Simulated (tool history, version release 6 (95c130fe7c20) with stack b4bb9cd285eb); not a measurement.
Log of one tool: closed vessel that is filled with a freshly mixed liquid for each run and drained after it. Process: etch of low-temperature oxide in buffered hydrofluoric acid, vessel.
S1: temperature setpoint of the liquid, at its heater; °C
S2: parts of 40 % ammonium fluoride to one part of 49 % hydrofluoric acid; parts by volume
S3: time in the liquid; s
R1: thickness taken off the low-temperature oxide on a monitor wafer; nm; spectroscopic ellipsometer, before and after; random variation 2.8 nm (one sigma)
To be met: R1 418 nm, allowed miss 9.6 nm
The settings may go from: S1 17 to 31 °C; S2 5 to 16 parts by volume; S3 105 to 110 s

run,hour,S1,S2,S3,R1
1,0,23,9.5,105,335.37
2,3,24,9.5,105,347.26
3,10.6,24,12,105,285.28
4,13.2,24,12,105,282.25
5,17.9,24,11,105,307.03
6,24.8,26,11,105,341.92
7,33.3,27,11,105,364.89
8,41.3,27.5,11,105,370
9,42.9,28,11,105,383.47
10,48.9,28.5,11,105,392.7
11,55.2,29,11,105,409.2

4 next moves are on the table. One of them brings every result within its allowed miss. Which?
A,61.5,28,11,110,?
B,61.5,26,10,110,?
C,61.5,30.5,12,105,?
D,61.5,29.5,11.5,110,?

move,R1
A,404.9
B,399.18
C,405.1
D,419.75
A: further off than the last run
B: further off than the last run
C: further off than the last run
D: meets every target
Answer: D
